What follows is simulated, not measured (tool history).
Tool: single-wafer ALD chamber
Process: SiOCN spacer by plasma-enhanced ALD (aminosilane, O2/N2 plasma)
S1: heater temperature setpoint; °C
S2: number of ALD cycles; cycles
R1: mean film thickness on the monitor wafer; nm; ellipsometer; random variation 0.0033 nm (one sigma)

run	hour	S1	S2	R1
1	0	395	36	2.0895
2	8.6	395	34	1.9843
3	17.5	395	33	1.9132
4	24.6	395	32	1.8575
5	29	385	32	1.8607
6	32.3	385	31	1.8057

Forecast run 7:
7	37.4	385	30	?

{"run 7": {"R1": 1.7457}}

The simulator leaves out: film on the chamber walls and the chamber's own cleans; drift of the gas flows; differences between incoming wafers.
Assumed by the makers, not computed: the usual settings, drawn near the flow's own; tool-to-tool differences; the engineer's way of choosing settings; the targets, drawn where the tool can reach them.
